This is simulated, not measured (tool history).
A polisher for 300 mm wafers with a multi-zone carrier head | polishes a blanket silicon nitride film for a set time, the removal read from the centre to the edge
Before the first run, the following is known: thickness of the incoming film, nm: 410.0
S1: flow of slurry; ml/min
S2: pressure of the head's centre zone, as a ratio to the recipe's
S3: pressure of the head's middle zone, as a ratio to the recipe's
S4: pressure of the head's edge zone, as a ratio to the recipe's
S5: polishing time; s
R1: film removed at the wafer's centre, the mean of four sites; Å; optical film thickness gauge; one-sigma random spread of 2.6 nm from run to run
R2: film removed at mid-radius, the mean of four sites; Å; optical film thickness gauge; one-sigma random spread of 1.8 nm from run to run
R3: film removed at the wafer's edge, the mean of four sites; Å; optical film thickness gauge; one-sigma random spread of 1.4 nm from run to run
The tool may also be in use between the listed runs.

run,hour,S1,S2,S3,S4,S5,R1,R2,R3
1,0.0,205,1.00,1.00,1.00,65,1475.7,1488.7,1456.9
2,1.3,205,1.08,1.00,1.00,65,1599.5,1469.6,1465.2
3,5.1,210,1.08,1.00,1.05,69,1675.7,1584.5,1599.5
4,9.6,220,1.09,0.99,1.09,72,1773.3,1624.0,1695.4
5,16.1,220,1.09,0.94,1.09,72,1762.4,1547.2,1729.5
6,20.5,230,1.09,0.96,1.11,74,1793.5,1618.2,1788.8

Run 7 comes next. What will it give?
7,22.9,230,1.10,0.97,1.13,76,?,?,?

{"run 7": {"R1": 1897.3, "R2": 1698.0, "R3": 1844.0}}

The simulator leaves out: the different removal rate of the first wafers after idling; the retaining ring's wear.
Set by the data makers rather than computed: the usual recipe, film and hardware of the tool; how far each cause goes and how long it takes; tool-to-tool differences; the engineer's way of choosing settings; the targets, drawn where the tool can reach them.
